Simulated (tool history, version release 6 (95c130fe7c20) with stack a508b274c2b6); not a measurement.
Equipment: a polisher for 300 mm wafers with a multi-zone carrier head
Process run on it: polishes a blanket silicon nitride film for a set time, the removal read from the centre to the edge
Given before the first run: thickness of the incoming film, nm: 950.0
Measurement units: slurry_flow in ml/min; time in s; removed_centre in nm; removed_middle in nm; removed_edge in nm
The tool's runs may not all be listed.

| run | hour | slurry_flow | centre_zone | middle_zone | edge_zone | time | removed_centre | removed_middle | removed_edge |
|---|---|---|---|---|---|---|---|---|---|
| 1 | 0.0 | 260 | 1.00 | 1.00 | 1.00 | 80 | 151.87 | 151.54 | 148.43 |
| 2 | 5.6 | 260 | 0.95 | 1.00 | 1.00 | 80 | 143.31 | 148.67 | 151.74 |
| 3 | 11.6 | 265 | 0.95 | 1.04 | 1.03 | 85 | 150.53 | 163.42 | 157.33 |
| 4 | 13.5 | 265 | 0.95 | 1.04 | 1.03 | 77 | 137.77 | 145.02 | 144.61 |
| 5 | 22.5 | 265 | 0.94 | 1.04 | 1.04 | 85 | 150.34 | 163.96 | 160.50 |
| 6 | 30.0 | 265 | 0.94 | 1.04 | 1.04 | 70 | 124.42 | 133.59 | 134.61 |
| 7 | 31.5 | 285 | 0.96 | 1.12 | 1.14 | 92 | 166.85 | 186.96 | 184.74 |
| 8 | 40.1 | 290 | 0.97 | 1.14 | 1.15 | 94 | 170.94 | 186.25 | 189.11 |

What does the tool deliver on the next run?
| 9 | 45.1 | 290 | 0.96 | 1.15 | 1.13 | 96 | ? | ? | ? |

Run 9 produced removed_centre 175.64 nm, removed_middle 194.30 nm, removed_edge 191.46 nm.
